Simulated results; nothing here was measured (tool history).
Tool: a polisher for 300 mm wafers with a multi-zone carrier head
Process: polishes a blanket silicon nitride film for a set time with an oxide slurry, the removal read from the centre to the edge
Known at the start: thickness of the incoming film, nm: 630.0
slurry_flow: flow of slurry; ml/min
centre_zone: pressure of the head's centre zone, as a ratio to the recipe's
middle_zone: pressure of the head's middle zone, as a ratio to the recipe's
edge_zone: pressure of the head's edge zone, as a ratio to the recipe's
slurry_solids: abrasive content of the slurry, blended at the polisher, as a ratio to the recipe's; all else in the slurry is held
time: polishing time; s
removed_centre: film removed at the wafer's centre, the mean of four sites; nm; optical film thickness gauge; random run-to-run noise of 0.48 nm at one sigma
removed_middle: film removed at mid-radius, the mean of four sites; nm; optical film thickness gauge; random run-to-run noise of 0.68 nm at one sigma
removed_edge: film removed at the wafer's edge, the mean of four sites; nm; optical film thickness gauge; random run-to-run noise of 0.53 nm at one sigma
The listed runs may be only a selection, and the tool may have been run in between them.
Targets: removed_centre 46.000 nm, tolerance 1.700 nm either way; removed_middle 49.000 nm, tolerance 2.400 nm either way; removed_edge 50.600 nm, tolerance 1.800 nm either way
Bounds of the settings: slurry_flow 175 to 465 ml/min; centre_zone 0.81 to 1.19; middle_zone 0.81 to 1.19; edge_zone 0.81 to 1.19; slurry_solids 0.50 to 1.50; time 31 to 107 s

run  hour  slurry_flow  centre_zone  middle_zone  edge_zone  slurry_solids  time  removed_centre  removed_middle  removed_edge
  1   0.0          295         1.00         1.00       1.00           1.00    69          63.917          64.863        62.822
  2   1.9          295         0.98         0.99       0.99           0.95    69          61.182          62.508        60.591
  3   3.1          355         0.98         0.99       0.99           0.95    69          62.511          65.070        62.667
  4  10.9          355         1.03         0.99       0.99           0.95    69          64.998          64.369        61.978
  5  11.9          350         1.01         0.98       0.99           0.90    69          63.903          62.884        61.751
  6  20.8          395         1.01         0.98       0.99           0.90    69          64.152          64.284        61.688
  7  25.0          390         0.99         0.97       0.98           0.85    69          61.729          60.539        60.117
  8  25.8          385         0.97         0.97       0.97           0.80    69          58.202          60.561        58.301
  9  27.6          380         0.96         0.96       0.96           0.80    69          57.280          58.944        57.933

5 candidate next runs follow, results not yet known. Just one meets every target within its allowed miss. Identify it.
  A  29.4          350         1.18         0.85       0.90           0.65    70               ?               ?             ?
  B  29.4          455         1.18         1.18       0.82           0.75    67               ?               ?             ?
  C  29.4          385         0.90         0.99       0.99           0.80    67               ?               ?             ?
  D  29.4          400         0.82         1.00       0.96           0.65    66               ?               ?             ?
  E  29.4          355         0.86         0.90       0.93           0.70    65               ?               ?             ?

move  removed_centre  removed_middle  removed_edge
   A          66.989          48.866        52.811
   B          69.431          66.520        51.802
   C          53.372          58.043        57.490
   D          44.349          53.435        51.649
   E          46.618          49.091        51.247
A: lands further from the targets than the last run did
B: lands further from the targets than the last run did
C: gains on the last run, yet a result remains outside its allowed miss
D: brings the result that was furthest off to its target, and leaves another outside
E: hits every target within its allowed miss
So the answer is move E, the one that meets all the targets.
